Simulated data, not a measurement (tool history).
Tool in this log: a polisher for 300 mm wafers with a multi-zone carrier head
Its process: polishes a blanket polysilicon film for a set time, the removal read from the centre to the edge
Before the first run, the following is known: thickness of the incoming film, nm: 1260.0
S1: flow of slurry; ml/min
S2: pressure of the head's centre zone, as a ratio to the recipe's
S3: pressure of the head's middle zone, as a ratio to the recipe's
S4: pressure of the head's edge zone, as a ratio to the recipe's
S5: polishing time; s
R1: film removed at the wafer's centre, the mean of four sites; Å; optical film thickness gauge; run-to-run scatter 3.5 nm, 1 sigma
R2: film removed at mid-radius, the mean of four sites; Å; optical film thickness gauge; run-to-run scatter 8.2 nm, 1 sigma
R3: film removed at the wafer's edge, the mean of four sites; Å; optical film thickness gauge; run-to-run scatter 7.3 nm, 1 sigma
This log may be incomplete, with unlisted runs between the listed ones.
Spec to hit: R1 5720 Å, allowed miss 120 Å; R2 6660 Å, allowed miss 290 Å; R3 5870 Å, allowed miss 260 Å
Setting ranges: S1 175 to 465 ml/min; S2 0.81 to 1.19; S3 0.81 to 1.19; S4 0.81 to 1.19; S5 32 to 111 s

run 1 day=0 | S1=295 S2=1 S3=1 S4=1 S5=71 | R1=4526.7 R2=4664.6 R3=4570.2
run 2 day=0.312 | S1=310 S2=1.01 S3=1.06 S4=1.04 S5=75 | R1=4811.1 R2=5093.9 R3=4998
run 3 day=0.65 | S1=320 S2=1.01 S3=1.1 S4=1.02 S5=79 | R1=5097 R2=5471.1 R3=5182.7
run 4 day=0.821 | S1=320 S2=1.01 S3=1.1 S4=1.02 S5=97 | R1=6264.6 R2=6781.2 R3=6375.5
run 5 day=0.925 | S1=320 S2=1.01 S3=1.1 S4=1.06 S5=97 | R1=6333.4 R2=6779.5 R3=6524.5
run 6 day=1.096 | S1=305 S2=0.99 S3=1.1 S4=1.01 S5=96 | R1=6106.6 R2=6691.6 R3=6251.8
run 7 day=1.362 | S1=300 S2=0.97 S3=1.11 S4=0.98 S5=96 | R1=5958.7 R2=6740.7 R3=6161.3
run 8 day=1.575 | S1=290 S2=0.96 S3=1.11 S4=0.96 S5=96 | R1=5898.4 R2=6729.2 R3=6063.4

Which one of the following 5 next-run settings gets every result inside its allowed miss? There is exactly one.
run A day=1.788 | S1=225 S2=0.95 S3=1.12 S4=0.9 S5=97 | R1=? R2=? R3=?
run B day=1.788 | S1=240 S2=0.99 S3=1.12 S4=0.97 S5=97 | R1=? R2=? R3=?
run C day=1.788 | S1=250 S2=0.99 S3=1.07 S4=0.97 S5=98 | R1=? R2=? R3=?
run D day=1.788 | S1=285 S2=1.05 S3=1.19 S4=0.85 S5=93 | R1=? R2=? R3=?
run E day=1.788 | S1=270 S2=0.94 S3=1.11 S4=0.97 S5=101 | R1=? R2=? R3=?

move=A R1=5716.3 R2=6691.3 R3=5885.4
move=B R1=5995.5 R2=6726.2 R3=6120.2
move=C R1=6078.3 R2=6584 R3=6202.9
move=D R1=6196.6 R2=6853.5 R3=5575.1
move=E R1=5988.3 R2=7024.8 R3=6420.1
A: every result lands within tolerance
B: the biggest miss grows against the last run
C: the biggest miss grows against the last run
D: the biggest miss grows against the last run
E: the biggest miss grows against the last run
The right move is A.
